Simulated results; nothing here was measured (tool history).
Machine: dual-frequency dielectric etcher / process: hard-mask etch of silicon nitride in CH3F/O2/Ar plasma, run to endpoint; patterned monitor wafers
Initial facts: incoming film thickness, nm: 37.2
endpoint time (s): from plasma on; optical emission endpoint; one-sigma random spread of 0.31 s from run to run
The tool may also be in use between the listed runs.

{"run": 1, "hour": 0.0, "source power (W)": 400, "bias power (W)": 99, "endpoint time (s)": 48.142}
{"run": 2, "hour": 7.1, "source power (W)": 330, "bias power (W)": 99, "endpoint time (s)": 51.819}
{"run": 3, "hour": 9.1, "source power (W)": 270, "bias power (W)": 99, "endpoint time (s)": 54.919}
{"run": 4, "hour": 11.4, "source power (W)": 310, "bias power (W)": 102, "endpoint time (s)": 53.067}
{"run": 5, "hour": 14.9, "source power (W)": 250, "bias power (W)": 102, "endpoint time (s)": 55.691}
{"run": 6, "hour": 19.8, "source power (W)": 250, "bias power (W)": 117, "endpoint time (s)": 54.341}
{"run": 7, "hour": 25.2, "source power (W)": 290, "bias power (W)": 121, "endpoint time (s)": 51.887}
{"run": 8, "hour": 27.8, "source power (W)": 320, "bias power (W)": 124, "endpoint time (s)": 49.345}
{"run": 9, "hour": 34.2, "source power (W)": 340, "bias power (W)": 126, "endpoint time (s)": 47.849}
{"run": 10, "hour": 35.5, "source power (W)": 350, "bias power (W)": 127, "endpoint time (s)": 47.425}
{"run": 11, "hour": 40.9, "source power (W)": 360, "bias power (W)": 128, "endpoint time (s)": 47.114}

Run 12 comes next. What will it give?
{"run": 12, "hour": 47.0, "source power (W)": 370, "bias power (W)": 129, "endpoint time (s)": "?"}

endpoint time (s): 46.276

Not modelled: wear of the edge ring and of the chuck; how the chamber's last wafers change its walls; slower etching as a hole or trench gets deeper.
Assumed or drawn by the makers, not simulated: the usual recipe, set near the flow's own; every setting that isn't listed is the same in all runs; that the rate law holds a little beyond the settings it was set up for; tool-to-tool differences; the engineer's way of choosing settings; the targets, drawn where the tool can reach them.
